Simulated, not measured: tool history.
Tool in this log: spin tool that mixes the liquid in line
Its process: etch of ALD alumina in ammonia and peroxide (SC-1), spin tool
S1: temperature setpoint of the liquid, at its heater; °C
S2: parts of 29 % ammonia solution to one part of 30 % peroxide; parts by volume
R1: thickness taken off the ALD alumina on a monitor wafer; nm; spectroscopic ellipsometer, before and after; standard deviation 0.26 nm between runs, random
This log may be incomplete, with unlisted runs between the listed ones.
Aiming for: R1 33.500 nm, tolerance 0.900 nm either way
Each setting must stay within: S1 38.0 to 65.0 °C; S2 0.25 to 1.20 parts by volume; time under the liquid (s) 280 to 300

run 1 hour=0.0 | S1=49.0 S2=0.95 time_under_the_liquid_(s)=280 | R1=16.367
run 2 hour=5.9 | S1=49.0 S2=0.95 time_under_the_liquid_(s)=280 | R1=16.500
run 3 hour=11.9 | S1=42.5 S2=0.95 time_under_the_liquid_(s)=280 | R1=11.210
run 4 hour=18.8 | S1=42.5 S2=0.95 time_under_the_liquid_(s)=280 | R1=11.403
run 5 hour=26.7 | S1=47.5 S2=0.95 time_under_the_liquid_(s)=280 | R1=15.143
run 6 hour=27.4 | S1=54.0 S2=0.95 time_under_the_liquid_(s)=280 | R1=21.568
run 7 hour=31.4 | S1=56.0 S2=0.95 time_under_the_liquid_(s)=280 | R1=24.011
run 8 hour=34.3 | S1=57.5 S2=0.95 time_under_the_liquid_(s)=280 | R1=26.092
run 9 hour=39.7 | S1=58.5 S2=0.95 time_under_the_liquid_(s)=280 | R1=27.498
run 10 hour=40.8 | S1=59.5 S2=0.95 time_under_the_liquid_(s)=280 | R1=28.617
run 11 hour=48.9 | S1=60.5 S2=0.95 time_under_the_liquid_(s)=280 | R1=30.496
run 12 hour=55.3 | S1=61.0 S2=0.95 time_under_the_liquid_(s)=280 | R1=30.918
run 13 hour=63.5 | S1=61.5 S2=0.95 time_under_the_liquid_(s)=280 | R1=32.320

Which single option among these 4 for the next run brings every result within its allowed miss of target? Just one does.
run A hour=71.7 | S1=63.5 S2=1.10 time_under_the_liquid_(s)=280 | R1=?
run B hour=71.7 | S1=62.0 S2=1.05 time_under_the_liquid_(s)=285 | R1=?
run C hour=71.7 | S1=62.5 S2=0.80 time_under_the_liquid_(s)=300 | R1=?
run D hour=71.7 | S1=63.0 S2=1.15 time_under_the_liquid_(s)=285 | R1=?

move=A R1=35.755
move=B R1=33.597
move=C R1=35.349
move=D R1=35.641
A: pushes the last run's worst result past its target
B: all results in spec
C: pushes the last run's worst result past its target
D: pushes the last run's worst result past its target
Answer: B

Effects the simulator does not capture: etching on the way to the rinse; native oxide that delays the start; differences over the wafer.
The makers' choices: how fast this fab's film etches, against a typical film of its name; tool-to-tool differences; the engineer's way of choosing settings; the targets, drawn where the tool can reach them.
